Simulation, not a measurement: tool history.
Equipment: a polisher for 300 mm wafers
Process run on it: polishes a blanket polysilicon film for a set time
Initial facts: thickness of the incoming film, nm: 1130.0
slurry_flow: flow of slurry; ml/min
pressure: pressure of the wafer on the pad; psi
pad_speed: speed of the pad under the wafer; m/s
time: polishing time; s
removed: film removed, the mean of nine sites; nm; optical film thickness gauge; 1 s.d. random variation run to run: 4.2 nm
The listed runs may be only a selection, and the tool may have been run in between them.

run 1 hour=0.0 | slurry_flow=140 pressure=3.1 pad_speed=0.92 time=27 | removed=219.93
run 2 hour=3.1 | slurry_flow=125 pressure=3.1 pad_speed=0.92 time=27 | removed=216.67
run 3 hour=9.3 | slurry_flow=130 pressure=3.4 pad_speed=0.94 time=27 | removed=244.90
run 4 hour=13.0 | slurry_flow=160 pressure=3.4 pad_speed=0.94 time=27 | removed=252.46
run 5 hour=18.0 | slurry_flow=160 pressure=3.7 pad_speed=0.96 time=27 | removed=277.67
run 6 hour=20.1 | slurry_flow=160 pressure=3.9 pad_speed=1.00 time=27 | removed=308.07
run 7 hour=21.5 | slurry_flow=160 pressure=4.1 pad_speed=1.02 time=27 | removed=330.61
run 8 hour=26.8 | slurry_flow=165 pressure=4.2 pad_speed=1.04 time=27 | removed=340.96

Predict the results of run 9:
run 9 hour=28.2 | slurry_flow=165 pressure=4.9 pad_speed=1.18 time=27 | removed=?

{"run 9": {"removed": 446.25}}
